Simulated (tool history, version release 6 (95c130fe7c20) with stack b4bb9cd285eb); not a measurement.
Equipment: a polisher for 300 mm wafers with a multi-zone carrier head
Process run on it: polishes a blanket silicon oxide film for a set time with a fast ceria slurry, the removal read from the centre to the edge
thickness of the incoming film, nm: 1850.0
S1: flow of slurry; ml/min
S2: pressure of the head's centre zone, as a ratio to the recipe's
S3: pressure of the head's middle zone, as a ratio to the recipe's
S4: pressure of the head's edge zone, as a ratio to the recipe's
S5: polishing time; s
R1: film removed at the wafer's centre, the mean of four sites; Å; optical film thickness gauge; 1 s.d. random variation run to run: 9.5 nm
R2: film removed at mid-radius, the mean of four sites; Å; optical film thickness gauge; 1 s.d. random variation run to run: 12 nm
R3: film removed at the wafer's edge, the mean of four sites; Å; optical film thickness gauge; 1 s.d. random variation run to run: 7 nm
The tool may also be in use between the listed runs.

run    day   S1    S2    S3    S4  S5      R1      R2      R3
  1      0  285     1     1     1  45  6208.5  5902.4  6208.9
  2   0.15  290  0.98  1.03  1.03  47    6164  6372.3  6471.1
  3   0.35  290  0.97  1.03  1.06  49  6439.6  6823.3  6957.2
  4  0.654  290  0.97   1.1  1.06  49  6508.5  6917.9    6902
  5  0.788  290  0.97   1.1  1.06  59  7790.1  8325.7  8419.9
     0.871  -- slurry nozzle cleaned
  6  0.871  285  0.95  1.09  1.06  59  8472.3  8743.2  8836.7

Expected results for the next run?
  7  0.933  365  1.03  1.19  1.16  56   ?   ?   ?

{"run 7": {"R1": 8818.1, "R2": 8933.4, "R3": 8940.8}}
